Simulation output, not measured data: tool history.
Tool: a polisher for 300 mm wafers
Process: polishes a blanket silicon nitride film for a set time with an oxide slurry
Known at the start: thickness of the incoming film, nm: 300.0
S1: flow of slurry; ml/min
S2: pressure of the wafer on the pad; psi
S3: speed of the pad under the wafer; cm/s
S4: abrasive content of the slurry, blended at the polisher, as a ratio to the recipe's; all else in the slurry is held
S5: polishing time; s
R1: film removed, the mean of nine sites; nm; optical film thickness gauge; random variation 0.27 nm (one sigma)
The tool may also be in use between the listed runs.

run	hour	S1	S2	S3	S4	S5	R1
1	0.0	235	4.1	96	1.00	62	36.724
2	3.2	235	4.1	96	1.00	62	36.318
3	5.4	210	4.1	96	1.00	62	37.659
4	13.3	210	4.6	96	1.00	62	41.498
5	20.7	210	4.6	96	1.00	65	43.211
6	26.7	210	4.6	84	1.00	65	38.337
7	33.0	210	4.4	82	1.00	65	36.190
# hour 41.0: worn pad replaced by a new one
8	41.0	210	4.2	80	1.00	65	40.972
9	44.2	225	4.0	76	0.95	65	35.775
10	52.6	225	2.9	60	0.95	65	21.468

Forecast run 11:
11	61.6	225	2.6	60	0.95	65	?

R1: 19.917 nm
